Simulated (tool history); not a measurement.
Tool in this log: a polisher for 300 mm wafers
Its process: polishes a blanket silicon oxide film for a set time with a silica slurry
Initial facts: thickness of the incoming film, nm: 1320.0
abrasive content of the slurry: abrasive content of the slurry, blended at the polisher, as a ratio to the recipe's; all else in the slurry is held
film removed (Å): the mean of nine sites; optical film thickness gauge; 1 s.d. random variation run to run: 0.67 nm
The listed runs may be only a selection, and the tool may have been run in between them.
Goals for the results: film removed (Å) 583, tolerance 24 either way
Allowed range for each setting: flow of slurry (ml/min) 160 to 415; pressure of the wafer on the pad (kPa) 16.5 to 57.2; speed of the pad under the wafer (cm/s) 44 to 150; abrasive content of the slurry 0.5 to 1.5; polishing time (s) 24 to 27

| run | hour | flow of slurry (ml/min) | pressure of the wafer on the pad (kPa) | speed of the pad under the wafer (cm/s) | abrasive content of the slurry | polishing time (s) | film removed (Å) |
|---|---|---|---|---|---|---|---|
| 1 | 0 | 265 | 36.5 | 96 | 1 | 27 | 845.91 |
| 2 | 4.5 | 265 | 34.5 | 96 | 1 | 27 | 829.91 |
| 3 | 9.4 | 265 | 41.4 | 96 | 1 | 27 | 968.65 |
| 4 | 15.1 | 240 | 41.4 | 96 | 1 | 27 | 950.85 |
| 5 | 18.2 | 210 | 41.4 | 96 | 1 | 27 | 956.2 |
| 6 | 21.1 | 210 | 38.6 | 96 | 1 | 27 | 899.47 |
| 7 | 25.3 | 210 | 38.6 | 96 | 1 | 27 | 880.77 |
| 8 | 29.3 | 210 | 36.5 | 96 | 1 | 27 | 834.04 |
| 9 | 35.5 | 210 | 34.5 | 96 | 1 | 27 | 798.57 |
| 10 | 42.4 | 210 | 32.4 | 96 | 1 | 27 | 740.87 |
| 11 | 46.5 | 210 | 31 | 96 | 1 | 27 | 715.18 |
| 12 | 54.5 | 210 | 29.6 | 96 | 1 | 27 | 683.72 |
| 13 | 60.1 | 210 | 29 | 96 | 1 | 27 | 669.47 |
| 14 | 65.8 | 210 | 28.3 | 96 | 1 | 27 | 661.51 |
| 15 | 70.5 | 210 | 27.6 | 96 | 1 | 27 | 654.4 |
| 16 | 72.5 | 210 | 26.9 | 96 | 1 | 27 | 631.43 |
| 17 | 79.2 | 210 | 26.2 | 96 | 1 | 27 | 619.47 |

Consider the 5 candidate settings below. Which is the only one whose results all fall within their allowed miss of target?
| A | 85.9 | 290 | 20.7 | 86 | 1.5 | 27 | ? |
| B | 85.9 | 215 | 22.1 | 88 | 1.15 | 27 | ? |
| C | 85.9 | 260 | 24.1 | 88 | 1.05 | 25 | ? |
| D | 85.9 | 160 | 25.5 | 128 | 0.75 | 25 | ? |
| E | 85.9 | 220 | 25.5 | 98 | 1 | 24 | ? |

| move | film removed (Å) |
|---|---|
| A | 552 |
| B | 526.77 |
| C | 515.64 |
| D | 589.53 |
| E | 547.95 |
A: pushes the last run's worst result past its target
B: pushes the last run's worst result past its target
C: pushes the last run's worst result past its target
D: every result within its allowed miss
E: pushes the last run's worst result past its target
Move D is the one to make.
